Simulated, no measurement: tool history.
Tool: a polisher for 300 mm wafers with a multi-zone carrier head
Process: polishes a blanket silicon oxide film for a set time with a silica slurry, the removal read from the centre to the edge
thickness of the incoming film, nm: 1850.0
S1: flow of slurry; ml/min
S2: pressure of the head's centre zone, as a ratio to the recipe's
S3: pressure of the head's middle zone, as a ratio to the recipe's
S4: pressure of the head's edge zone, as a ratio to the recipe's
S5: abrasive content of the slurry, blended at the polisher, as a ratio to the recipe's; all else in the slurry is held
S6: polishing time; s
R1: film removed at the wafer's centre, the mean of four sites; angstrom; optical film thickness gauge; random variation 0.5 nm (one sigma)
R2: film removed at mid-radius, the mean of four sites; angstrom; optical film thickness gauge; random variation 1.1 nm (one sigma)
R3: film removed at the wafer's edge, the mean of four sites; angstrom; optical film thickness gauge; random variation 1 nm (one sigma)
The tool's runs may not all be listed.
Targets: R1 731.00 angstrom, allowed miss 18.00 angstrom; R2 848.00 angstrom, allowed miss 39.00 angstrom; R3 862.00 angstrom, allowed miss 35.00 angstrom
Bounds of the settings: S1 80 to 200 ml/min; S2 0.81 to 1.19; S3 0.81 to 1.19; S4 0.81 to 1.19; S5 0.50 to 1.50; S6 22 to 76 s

run,hour,S1,S2,S3,S4,S5,S6,R1,R2,R3
1,0.0,130,1.00,1.00,1.00,1.00,49,2167.90,2139.50,2132.00
2,7.4,115,0.95,0.98,0.97,0.85,41,1496.00,1448.00,1507.70
3,15.3,115,0.95,0.98,0.97,1.05,41,1721.80,1717.70,1757.30
4,20.5,115,0.95,0.98,0.97,0.90,41,1551.90,1503.40,1590.00
5,28.4,115,0.95,0.98,0.97,1.00,41,1661.70,1672.00,1717.60
6,35.3,115,0.95,0.98,0.90,1.00,41,1676.10,1697.00,1702.30
7,43.5,105,0.91,1.02,0.92,0.85,37,1251.10,1323.00,1306.40
8,44.6,80,0.81,1.08,1.02,0.60,32,568.17,748.73,753.68
9,49.8,100,0.83,1.07,1.03,0.55,32,561.37,706.71,683.75
10,53.6,95,0.84,1.06,1.01,0.60,32,642.22,764.91,762.10
11,60.0,90,0.85,1.06,1.00,0.60,32,632.89,758.36,754.60
12,68.3,95,0.84,1.05,0.99,0.60,32,643.76,752.68,780.73
# hour 69.9: worn pad replaced by a new one
13,69.9,95,0.84,1.05,0.98,0.60,32,702.64,823.56,845.69

Which of these 5 next moves meets every target?
A,71.5,105,0.82,0.98,0.90,0.55,38,?,?,?
B,71.5,80,0.82,1.08,0.99,0.60,34,?,?,?
C,71.5,100,0.85,1.08,1.00,0.60,35,?,?,?
D,71.5,100,0.88,1.03,0.92,0.50,42,?,?,?
E,71.5,110,0.96,1.10,0.92,0.60,30,?,?,?

move,R1,R2,R3
A,728.24,852.67,856.29
B,671.14,859.15,863.09
C,789.47,961.44,942.73
D,697.29,791.92,776.95
E,789.43,860.28,795.09
A: meets every target
B: further off than the last run
C: takes the result that was furthest off past its target
D: further off than the last run
E: takes the result that was furthest off past its target
The right move is A.
